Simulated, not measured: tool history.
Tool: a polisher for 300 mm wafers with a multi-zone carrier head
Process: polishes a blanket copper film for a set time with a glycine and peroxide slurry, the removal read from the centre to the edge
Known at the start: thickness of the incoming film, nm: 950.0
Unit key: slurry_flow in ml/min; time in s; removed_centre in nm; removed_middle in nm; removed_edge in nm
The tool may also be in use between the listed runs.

{"run": 1, "hour": 0.0, "slurry_flow": 275, "centre_zone": 1.0, "middle_zone": 1.0, "edge_zone": 1.0, "time": 31, "removed_centre": 113.49, "removed_middle": 122.52, "removed_edge": 123.65}
{"run": 2, "hour": 8.6, "slurry_flow": 330, "centre_zone": 1.0, "middle_zone": 1.0, "edge_zone": 1.0, "time": 31, "removed_centre": 116.82, "removed_middle": 125.7, "removed_edge": 123.69}
{"run": 3, "hour": 13.5, "slurry_flow": 325, "centre_zone": 0.99, "middle_zone": 0.98, "edge_zone": 0.99, "time": 29, "removed_centre": 110.02, "removed_middle": 117.9, "removed_edge": 114.87}
{"run": 4, "hour": 17.9, "slurry_flow": 310, "centre_zone": 0.98, "middle_zone": 0.96, "edge_zone": 1.0, "time": 27, "removed_centre": 100.29, "removed_middle": 105.53, "removed_edge": 108.42}
{"run": 5, "hour": 22.7, "slurry_flow": 310, "centre_zone": 0.98, "middle_zone": 0.96, "edge_zone": 0.94, "time": 27, "removed_centre": 100.97, "removed_middle": 108.62, "removed_edge": 104.44}
{"run": 6, "hour": 26.7, "slurry_flow": 300, "centre_zone": 0.97, "middle_zone": 0.94, "edge_zone": 0.94, "time": 26, "removed_centre": 94.365, "removed_middle": 101.29, "removed_edge": 98.803}
{"run": 7, "hour": 29.1, "slurry_flow": 290, "centre_zone": 0.97, "middle_zone": 0.92, "edge_zone": 0.94, "time": 25, "removed_centre": 90.475, "removed_middle": 96.502, "removed_edge": 95.352}
{"run": 8, "hour": 31.3, "slurry_flow": 280, "centre_zone": 0.97, "middle_zone": 0.91, "edge_zone": 0.94, "time": 24, "removed_centre": 86.97, "removed_middle": 90.304, "removed_edge": 92.689}
{"run": 9, "hour": 40.2, "slurry_flow": 270, "centre_zone": 0.97, "middle_zone": 0.9, "edge_zone": 0.93, "time": 24, "removed_centre": 86.035, "removed_middle": 88.449, "removed_edge": 90.166}
{"run": 10, "hour": 42.3, "slurry_flow": 260, "centre_zone": 0.96, "middle_zone": 0.89, "edge_zone": 0.93, "time": 24, "removed_centre": 86.256, "removed_middle": 88.697, "removed_edge": 90.754}
{"run": 11, "hour": 47.8, "slurry_flow": 255, "centre_zone": 0.95, "middle_zone": 0.88, "edge_zone": 0.93, "time": 23, "removed_centre": 80.864, "removed_middle": 84.549, "removed_edge": 87.188}
{"run": 12, "hour": 51.8, "slurry_flow": 255, "centre_zone": 0.95, "middle_zone": 0.88, "edge_zone": 0.93, "time": 23, "removed_centre": 81.112, "removed_middle": 83.882, "removed_edge": 86.603}
{"run": 13, "hour": 55.0, "slurry_flow": 245, "centre_zone": 0.95, "middle_zone": 0.87, "edge_zone": 0.93, "time": 23, "removed_centre": 78.372, "removed_middle": 82.313, "removed_edge": 86.224}
{"run": 14, "hour": 60.5, "slurry_flow": 240, "centre_zone": 0.95, "middle_zone": 0.86, "edge_zone": 0.93, "time": 23, "removed_centre": 81.565, "removed_middle": 80.463, "removed_edge": 86.75}

The next listed run, before its measurement:
{"run": 15, "hour": 61.0, "slurry_flow": 235, "centre_zone": 0.94, "middle_zone": 0.85, "edge_zone": 0.93, "time": 23, "removed_centre": "?", "removed_middle": "?", "removed_edge": "?"}

Run 15 came out at removed_centre 77.945 nm, removed_middle 81.012 nm, removed_edge 87.064 nm.

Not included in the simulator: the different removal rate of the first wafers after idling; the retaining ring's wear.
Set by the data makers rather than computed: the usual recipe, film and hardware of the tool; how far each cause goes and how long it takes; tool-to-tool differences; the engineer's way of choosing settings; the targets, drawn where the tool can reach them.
